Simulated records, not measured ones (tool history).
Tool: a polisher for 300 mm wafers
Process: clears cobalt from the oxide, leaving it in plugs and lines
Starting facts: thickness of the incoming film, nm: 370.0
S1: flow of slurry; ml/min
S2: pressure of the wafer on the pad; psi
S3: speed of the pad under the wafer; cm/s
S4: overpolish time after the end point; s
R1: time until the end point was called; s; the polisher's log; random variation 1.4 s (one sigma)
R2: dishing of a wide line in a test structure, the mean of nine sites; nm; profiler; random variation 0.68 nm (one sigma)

run 1 hour=0 | S1=280 S2=2.1 S3=94 S4=29 | R1=81.321 R2=49.965
run 2 hour=6.5 | S1=280 S2=1.7 S3=94 S4=29 | R1=97.296 R2=48.331
run 3 hour=14.4 | S1=255 S2=1.7 S3=94 S4=29 | R1=97.468 R2=48.167
run 4 hour=19.8 | S1=290 S2=1.7 S3=94 S4=29 | R1=99.435 R2=49.093
-- hour=20.5 worn pad replaced by a new one
run 5 hour=20.5 | S1=285 S2=1.7 S3=94 S4=28 | R1=90.611 R2=48.158
run 6 hour=21.7 | S1=285 S2=1.7 S3=94 S4=20 | R1=91.284 R2=43.168
run 7 hour=30.6 | S1=285 S2=1.7 S3=94 S4=21 | R1=91.634 R2=43.933

Estimate the outcome of run 8 from the log above:
run 8 hour=38.7 | S1=285 S2=1.7 S3=94 S4=22 | R1=? R2=?

{"run 8": {"R1": 92.124, "R2": 45.415}}
